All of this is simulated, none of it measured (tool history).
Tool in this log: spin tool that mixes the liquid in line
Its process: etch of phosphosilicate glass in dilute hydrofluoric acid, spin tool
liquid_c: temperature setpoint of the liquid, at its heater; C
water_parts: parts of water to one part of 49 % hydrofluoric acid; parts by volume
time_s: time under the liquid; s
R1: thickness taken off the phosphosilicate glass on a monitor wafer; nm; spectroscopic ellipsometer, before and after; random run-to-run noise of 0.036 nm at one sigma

run 1 hour=0 | liquid_c=24 water_parts=285 time_s=15 | R1=3.1849
run 2 hour=4.8 | liquid_c=20.5 water_parts=285 time_s=15 | R1=2.8058
run 3 hour=10.8 | liquid_c=21.5 water_parts=285 time_s=15 | R1=2.9143
run 4 hour=19.5 | liquid_c=21.5 water_parts=285 time_s=15 | R1=2.9155
run 5 hour=27.5 | liquid_c=22.5 water_parts=285 time_s=15 | R1=2.9681
run 6 hour=31.6 | liquid_c=23.5 water_parts=285 time_s=15 | R1=3.1066
run 7 hour=39.1 | liquid_c=24 water_parts=285 time_s=15 | R1=3.2362
run 8 hour=44.3 | liquid_c=24.5 water_parts=285 time_s=15 | R1=3.1844
run 9 hour=45.9 | liquid_c=24.5 water_parts=285 time_s=15 | R1=3.1938
run 10 hour=48.8 | liquid_c=25 water_parts=285 time_s=15 | R1=3.222
run 11 hour=51.6 | liquid_c=25.5 water_parts=285 time_s=15 | R1=3.3218

The next listed run, before its measurement:
run 12 hour=53.8 | liquid_c=25.5 water_parts=285 time_s=15 | R1=?

R1: 3.3533 nm
